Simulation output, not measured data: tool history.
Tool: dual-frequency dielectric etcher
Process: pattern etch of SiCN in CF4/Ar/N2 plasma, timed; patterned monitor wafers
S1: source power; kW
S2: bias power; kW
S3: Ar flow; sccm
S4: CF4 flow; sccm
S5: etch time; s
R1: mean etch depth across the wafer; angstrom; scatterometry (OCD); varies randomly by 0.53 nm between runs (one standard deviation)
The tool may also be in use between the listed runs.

Run 1, hour 0.0: S1 0.550 kW, S2 0.066 kW, S3 109 sccm, S4 57 sccm, S5 175.5 s. Result: R1 1690.0 angstrom.
Run 2, hour 8.6: S1 0.640 kW, S2 0.066 kW, S3 109 sccm, S4 57 sccm, S5 175.5 s. Result: R1 1855.6 angstrom.
Run 3, hour 12.2: S1 0.680 kW, S2 0.066 kW, S3 109 sccm, S4 57 sccm, S5 175.5 s. Result: R1 1933.8 angstrom.
Run 4, hour 19.8: S1 0.680 kW, S2 0.066 kW, S3 109 sccm, S4 49 sccm, S5 175.5 s. Result: R1 1880.7 angstrom.
Run 5, hour 28.6: S1 0.690 kW, S2 0.066 kW, S3 109 sccm, S4 49 sccm, S5 175.5 s. Result: R1 1908.2 angstrom.
Run 6, hour 33.3: S1 0.700 kW, S2 0.066 kW, S3 109 sccm, S4 49 sccm, S5 175.5 s. Result: R1 1922.5 angstrom.

Predict the results of run 7:
Run 7, hour 41.8: S1 0.710 kW, S2 0.066 kW, S3 109 sccm, S4 49 sccm, S5 175.5 s. Result: R1 ?.

{"run 7": {"R1": 1935.1}}

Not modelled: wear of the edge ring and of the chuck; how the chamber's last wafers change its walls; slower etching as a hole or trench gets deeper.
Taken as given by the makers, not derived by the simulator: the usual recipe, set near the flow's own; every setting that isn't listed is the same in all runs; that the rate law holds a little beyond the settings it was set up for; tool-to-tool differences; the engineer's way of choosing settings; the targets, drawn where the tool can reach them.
